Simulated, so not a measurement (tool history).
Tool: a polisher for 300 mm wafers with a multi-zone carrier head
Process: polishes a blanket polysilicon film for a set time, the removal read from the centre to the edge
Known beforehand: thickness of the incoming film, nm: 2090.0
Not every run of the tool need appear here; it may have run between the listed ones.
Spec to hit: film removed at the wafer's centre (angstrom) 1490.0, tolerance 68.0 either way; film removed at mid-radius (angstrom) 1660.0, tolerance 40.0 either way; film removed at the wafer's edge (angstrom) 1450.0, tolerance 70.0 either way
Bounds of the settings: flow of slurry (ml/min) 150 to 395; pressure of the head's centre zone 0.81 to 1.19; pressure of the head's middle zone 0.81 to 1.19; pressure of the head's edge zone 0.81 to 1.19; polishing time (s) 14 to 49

run  hour  flow of slurry (ml/min)  pressure of the head's centre zone  pressure of the head's middle zone  pressure of the head's edge zone  polishing time (s)  film removed at the wafer's centre (angstrom)  film removed at mid-radius (angstrom)  film removed at the wafer's edge (angstrom)
  1   0.0                      250                                1.00                                1.00                              1.00                  31                                         2196.1                                 2117.4                                       2069.7
  2   1.4                      250                                1.00                                1.00                              1.05                  31                                         2166.6                                 2094.3                                       2151.6
  3   3.1                      245                                0.96                                0.99                              1.00                  29                                         2020.2                                 1959.8                                       1920.5
  4   5.3                      245                                0.90                                0.99                              1.00                  29                                         1934.7                                 1974.8                                       1992.1
  5   6.9                      245                                0.90                                1.06                              1.00                  29                                         1888.0                                 2072.8                                       1958.7
     11.5  -- centre zone pressure recalibrated
  6  11.5                      235                                0.89                                1.06                              0.98                  27                                         1645.5                                 1934.0                                       1771.4
  7  17.4                      210                                0.97                                0.97                              0.88                  24                                         1544.3                                 1548.8                                       1467.4
  8  21.7                      215                                0.96                                0.98                              0.87                  24                                         1529.6                                 1582.8                                       1443.7

Which of these 5 next moves meets every target?
  A  26.0                      240                                0.91                                1.02                              0.81                  24                                              ?                                      ?                                            ?
  B  26.0                      200                                0.98                                0.91                              0.86                  27                                              ?                                      ?                                            ?
  C  26.0                      275                                0.95                                0.97                              0.81                  26                                              ?                                      ?                                            ?
  D  26.0                      215                                1.08                                1.02                              0.81                  24                                              ?                                      ?                                            ?
  E  26.0                      165                                0.98                                0.99                              0.94                  26                                              ?                                      ?                                            ?

move  film removed at the wafer's centre (angstrom)  film removed at mid-radius (angstrom)  film removed at the wafer's edge (angstrom)
   A                                         1543.5                                 1669.6                                       1467.6
   B                                         1777.0                                 1669.9                                       1670.8
   C                                         1745.7                                 1758.1                                       1608.1
   D                                         1703.2                                 1647.7                                       1453.9
   E                                         1662.3                                 1680.6                                       1642.2
A: meets every target
B: gets the furthest-off result to its target, but another result is out of tolerance
C: takes the biggest miss from the last run beyond its target
D: gets the furthest-off result to its target, but another result is out of tolerance
E: gets the furthest-off result to its target, but another result is out of tolerance
The move that meets every target is A.
